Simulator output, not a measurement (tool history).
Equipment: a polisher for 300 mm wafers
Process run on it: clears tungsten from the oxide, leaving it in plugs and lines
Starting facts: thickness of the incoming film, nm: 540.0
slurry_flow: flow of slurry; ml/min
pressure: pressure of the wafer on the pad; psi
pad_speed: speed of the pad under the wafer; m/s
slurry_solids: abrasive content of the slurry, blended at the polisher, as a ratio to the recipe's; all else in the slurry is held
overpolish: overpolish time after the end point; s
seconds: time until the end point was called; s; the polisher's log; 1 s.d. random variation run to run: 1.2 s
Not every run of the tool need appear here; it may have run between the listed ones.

Run 1, hour 0: slurry_flow 235 ml/min, pressure 2.7 psi, pad_speed 1.38 m/s, slurry_solids 1, overpolish 4 s. Result: seconds 106.95 s.
Run 2, hour 5.7: slurry_flow 235 ml/min, pressure 2.7 psi, pad_speed 1.38 m/s, slurry_solids 0.9, overpolish 4 s. Result: seconds 112.45 s.
Run 3, hour 11.4: slurry_flow 235 ml/min, pressure 3 psi, pad_speed 1.4 m/s, slurry_solids 0.9, overpolish 4 s. Result: seconds 102.2 s.
Run 4, hour 17.1: slurry_flow 235 ml/min, pressure 3.3 psi, pad_speed 1.42 m/s, slurry_solids 0.9, overpolish 4 s. Result: seconds 95.527 s.
Run 5, hour 21.1: slurry_flow 235 ml/min, pressure 3.3 psi, pad_speed 1.42 m/s, slurry_solids 0.9, overpolish 4 s. Result: seconds 95.085 s.
Run 6, hour 28.9: slurry_flow 235 ml/min, pressure 3.3 psi, pad_speed 1.42 m/s, slurry_solids 0.75, overpolish 4 s. Result: seconds 102 s.
Run 7, hour 30.3: slurry_flow 235 ml/min, pressure 3.5 psi, pad_speed 1.48 m/s, slurry_solids 0.75, overpolish 4 s. Result: seconds 91.95 s.

Run 8 is up next; what results do you expect?
Run 8, hour 31.6: slurry_flow 235 ml/min, pressure 3.7 psi, pad_speed 1.5 m/s, slurry_solids 0.75, overpolish 4 s. Result: seconds ?.

For run 8 the tool returned seconds 87.851 s.

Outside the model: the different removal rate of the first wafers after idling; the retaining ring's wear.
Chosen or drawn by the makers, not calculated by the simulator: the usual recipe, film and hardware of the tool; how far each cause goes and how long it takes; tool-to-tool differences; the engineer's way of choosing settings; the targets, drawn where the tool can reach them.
